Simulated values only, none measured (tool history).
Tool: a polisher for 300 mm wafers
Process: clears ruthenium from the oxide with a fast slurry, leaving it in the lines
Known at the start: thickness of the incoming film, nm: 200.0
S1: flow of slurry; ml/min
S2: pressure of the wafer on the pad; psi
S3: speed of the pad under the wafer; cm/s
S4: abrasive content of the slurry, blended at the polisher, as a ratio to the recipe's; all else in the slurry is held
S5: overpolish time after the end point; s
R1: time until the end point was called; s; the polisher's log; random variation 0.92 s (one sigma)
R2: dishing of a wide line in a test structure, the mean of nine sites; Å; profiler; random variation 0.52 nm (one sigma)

Run 1, hour 0.0: S1 270 ml/min, S2 1.8 psi, S3 128 cm/s, S4 1.0, S5 10 s. Result: R1 58.097 s, R2 290.89 Å.
Run 2, hour 4.5: S1 305 ml/min, S2 1.8 psi, S3 128 cm/s, S4 1.0, S5 10 s. Result: R1 57.040 s, R2 305.52 Å.
Run 3, hour 11.6: S1 305 ml/min, S2 1.6 psi, S3 128 cm/s, S4 1.0, S5 10 s. Result: R1 65.475 s, R2 273.34 Å.
Run 4, hour 16.4: S1 305 ml/min, S2 1.5 psi, S3 128 cm/s, S4 1.0, S5 10 s. Result: R1 68.528 s, R2 268.48 Å.
At hour 20.6: worn pad replaced by a new one.
Run 5, hour 20.6: S1 305 ml/min, S2 1.8 psi, S3 128 cm/s, S4 1.0, S5 10 s. Result: R1 54.009 s, R2 324.46 Å.
Run 6, hour 22.3: S1 305 ml/min, S2 1.8 psi, S3 102 cm/s, S4 1.0, S5 10 s. Result: R1 66.973 s, R2 259.31 Å.

Forecast run 7:
Run 7, hour 28.1: S1 290 ml/min, S2 1.3 psi, S3 100 cm/s, S4 1.0, S5 14 s. Result: R1 ?, R2 ?.

Run 7 gave R1 92.770 s, R2 264.48 Å.
